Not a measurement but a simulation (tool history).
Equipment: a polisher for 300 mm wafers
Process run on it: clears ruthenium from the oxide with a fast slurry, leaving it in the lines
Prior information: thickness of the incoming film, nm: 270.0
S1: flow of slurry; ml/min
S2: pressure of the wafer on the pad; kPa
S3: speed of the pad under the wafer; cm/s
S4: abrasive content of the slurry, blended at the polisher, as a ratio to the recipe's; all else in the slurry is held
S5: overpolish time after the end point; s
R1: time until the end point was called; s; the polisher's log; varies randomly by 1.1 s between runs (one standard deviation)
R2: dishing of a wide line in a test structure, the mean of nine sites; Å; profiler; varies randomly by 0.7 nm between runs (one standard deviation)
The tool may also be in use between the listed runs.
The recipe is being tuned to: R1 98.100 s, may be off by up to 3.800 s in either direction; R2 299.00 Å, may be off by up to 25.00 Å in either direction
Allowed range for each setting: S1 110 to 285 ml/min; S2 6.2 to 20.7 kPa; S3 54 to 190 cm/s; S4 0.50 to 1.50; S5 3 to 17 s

run 1 hour=0.0 | S1=180 S2=13.1 S3=122 S4=1.00 S5=9 | R1=82.662 R2=225.48
run 2 hour=4.0 | S1=175 S2=12.4 S3=122 S4=1.00 S5=10 | R1=86.731 R2=227.35
run 3 hour=10.7 | S1=175 S2=12.4 S3=122 S4=1.00 S5=11 | R1=86.136 R2=259.55
run 4 hour=18.6 | S1=175 S2=11.7 S3=122 S4=1.00 S5=12 | R1=90.195 R2=268.51
run 5 hour=19.5 | S1=170 S2=11.0 S3=122 S4=1.00 S5=13 | R1=97.548 R2=271.90
run 6 hour=26.1 | S1=170 S2=11.0 S3=122 S4=0.90 S5=13 | R1=103.090 R2=255.65
run 7 hour=30.0 | S1=175 S2=11.0 S3=122 S4=0.90 S5=13 | R1=102.130 R2=247.35
run 8 hour=32.1 | S1=175 S2=11.0 S3=122 S4=0.90 S5=14 | R1=102.450 R2=269.24

Consider the 5 candidate settings below. Which is the only one whose results all fall within their allowed miss of target?
run A hour=34.2 | S1=160 S2=10.3 S3=142 S4=0.85 S5=12 | R1=? R2=?
run B hour=34.2 | S1=175 S2=9.7 S3=132 S4=1.05 S5=15 | R1=? R2=?
run C hour=34.2 | S1=205 S2=10.3 S3=150 S4=0.80 S5=12 | R1=? R2=?
run D hour=34.2 | S1=190 S2=9.7 S3=134 S4=1.10 S5=12 | R1=? R2=?
run E hour=34.2 | S1=160 S2=9.7 S3=128 S4=0.95 S5=17 | R1=? R2=?

move=A R1=99.165 R2=252.63
move=B R1=99.951 R2=307.17
move=C R1=94.838 R2=263.16
move=D R1=95.333 R2=261.92
move=E R1=109.740 R2=316.02
A: further off than the last run
B: meets every target
C: further off than the last run
D: further off than the last run
E: the worst result of the last run now meets its target, but another is out of spec
Go with B: it meets all targets.
